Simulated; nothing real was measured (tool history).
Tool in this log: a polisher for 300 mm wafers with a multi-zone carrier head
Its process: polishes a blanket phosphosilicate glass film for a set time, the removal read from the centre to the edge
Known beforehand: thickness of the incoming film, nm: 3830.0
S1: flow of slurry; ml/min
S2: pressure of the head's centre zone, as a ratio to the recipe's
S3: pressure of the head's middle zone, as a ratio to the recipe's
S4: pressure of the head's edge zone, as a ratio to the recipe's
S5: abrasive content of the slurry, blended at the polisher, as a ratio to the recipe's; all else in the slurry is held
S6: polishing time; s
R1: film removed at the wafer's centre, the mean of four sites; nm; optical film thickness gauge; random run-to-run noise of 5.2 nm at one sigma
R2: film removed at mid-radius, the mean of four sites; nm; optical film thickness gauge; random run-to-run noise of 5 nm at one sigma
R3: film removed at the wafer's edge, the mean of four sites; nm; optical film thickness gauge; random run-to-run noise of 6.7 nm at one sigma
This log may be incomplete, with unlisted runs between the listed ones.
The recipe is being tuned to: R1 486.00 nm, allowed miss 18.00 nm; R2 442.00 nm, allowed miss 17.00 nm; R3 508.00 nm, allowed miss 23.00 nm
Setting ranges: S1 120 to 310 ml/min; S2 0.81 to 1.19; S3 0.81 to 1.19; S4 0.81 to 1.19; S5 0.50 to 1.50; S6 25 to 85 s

{"run": 1, "hour": 0.0, "S1": 200, "S2": 1.0, "S3": 1.0, "S4": 1.0, "S5": 1.0, "S6": 55, "R1": 361.26, "R2": 382.24, "R3": 402.25}
{"run": 2, "hour": 3.3, "S1": 170, "S2": 1.0, "S3": 1.0, "S4": 1.0, "S5": 1.0, "S6": 55, "R1": 354.21, "R2": 376.81, "R3": 386.16}
{"run": 3, "hour": 4.9, "S1": 190, "S2": 1.04, "S3": 1.01, "S4": 1.04, "S5": 1.05, "S6": 55, "R1": 385.99, "R2": 388.94, "R3": 400.77}
{"run": 4, "hour": 12.0, "S1": 210, "S2": 1.04, "S3": 0.99, "S4": 1.06, "S5": 1.15, "S6": 55, "R1": 400.29, "R2": 402.2, "R3": 431.13}
{"run": 5, "hour": 16.8, "S1": 210, "S2": 1.04, "S3": 0.99, "S4": 1.13, "S5": 1.15, "S6": 55, "R1": 406.3, "R2": 400.46, "R3": 441.01}
{"run": 6, "hour": 23.9, "S1": 220, "S2": 1.05, "S3": 0.99, "S4": 1.14, "S5": 1.2, "S6": 55, "R1": 411.99, "R2": 414.23, "R3": 455.55}
{"run": 7, "hour": 30.6, "S1": 225, "S2": 1.07, "S3": 0.98, "S4": 1.15, "S5": 1.25, "S6": 55, "R1": 431.18, "R2": 417.03, "R3": 454.6}
{"run": 8, "hour": 32.8, "S1": 230, "S2": 1.07, "S3": 0.96, "S4": 1.16, "S5": 1.3, "S6": 55, "R1": 438.99, "R2": 419.4, "R3": 458.2}
{"run": 9, "hour": 41.4, "S1": 225, "S2": 1.06, "S3": 0.94, "S4": 1.17, "S5": 1.35, "S6": 56, "R1": 442.84, "R2": 427.48, "R3": 496.88}
{"run": 10, "hour": 45.6, "S1": 230, "S2": 1.07, "S3": 0.94, "S4": 1.17, "S5": 1.35, "S6": 56, "R1": 452.85, "R2": 417.57, "R3": 492.75}
{"run": 11, "hour": 49.8, "S1": 235, "S2": 1.08, "S3": 0.94, "S4": 1.17, "S5": 1.35, "S6": 56, "R1": 448.68, "R2": 416.66, "R3": 491.21}
{"hour": 55.1, "done": "centre zone pressure recalibrated"}
{"run": 12, "hour": 55.1, "S1": 250, "S2": 1.15, "S3": 0.98, "S4": 1.18, "S5": 1.4, "S6": 56, "R1": 530.38, "R2": 433.88, "R3": 495.79}
{"run": 13, "hour": 63.8, "S1": 245, "S2": 1.14, "S3": 0.98, "S4": 1.18, "S5": 1.4, "S6": 56, "R1": 521.53, "R2": 440.07, "R3": 504.69}
{"run": 14, "hour": 66.9, "S1": 245, "S2": 1.13, "S3": 0.98, "S4": 1.18, "S5": 1.4, "S6": 56, "R1": 512.33, "R2": 448.77, "R3": 493.8}
{"run": 15, "hour": 73.7, "S1": 205, "S2": 1.05, "S3": 0.9, "S4": 1.19, "S5": 1.5, "S6": 57, "R1": 493.38, "R2": 417.43, "R3": 520.78}

4 candidate next runs follow, results not yet known. Just one meets every target within its allowed miss. Identify it.
{"run": "A", "hour": 80.5, "S1": 165, "S2": 1.04, "S3": 0.86, "S4": 1.12, "S5": 1.5, "S6": 57, "R1": "?", "R2": "?", "R3": "?"}
{"run": "B", "hour": 80.5, "S1": 195, "S2": 1.14, "S3": 0.94, "S4": 1.14, "S5": 1.5, "S6": 56, "R1": "?", "R2": "?", "R3": "?"}
{"run": "C", "hour": 80.5, "S1": 180, "S2": 1.03, "S3": 0.93, "S4": 1.13, "S5": 1.45, "S6": 60, "R1": "?", "R2": "?", "R3": "?"}
{"run": "D", "hour": 80.5, "S1": 200, "S2": 1.04, "S3": 0.9, "S4": 1.18, "S5": 1.5, "S6": 55, "R1": "?", "R2": "?", "R3": "?"}

move=A R1=464.66 R2=393.38 R3=484.77
move=B R1=512.63 R2=424.46 R3=487.36
move=C R1=485.15 R2=441.76 R3=510.53
move=D R1=460.40 R2=403.43 R3=488.63
A: further off than the last run
B: as far off as the last run
C: in spec on every target
D: further off than the last run
Correct choice: C, which meets every target

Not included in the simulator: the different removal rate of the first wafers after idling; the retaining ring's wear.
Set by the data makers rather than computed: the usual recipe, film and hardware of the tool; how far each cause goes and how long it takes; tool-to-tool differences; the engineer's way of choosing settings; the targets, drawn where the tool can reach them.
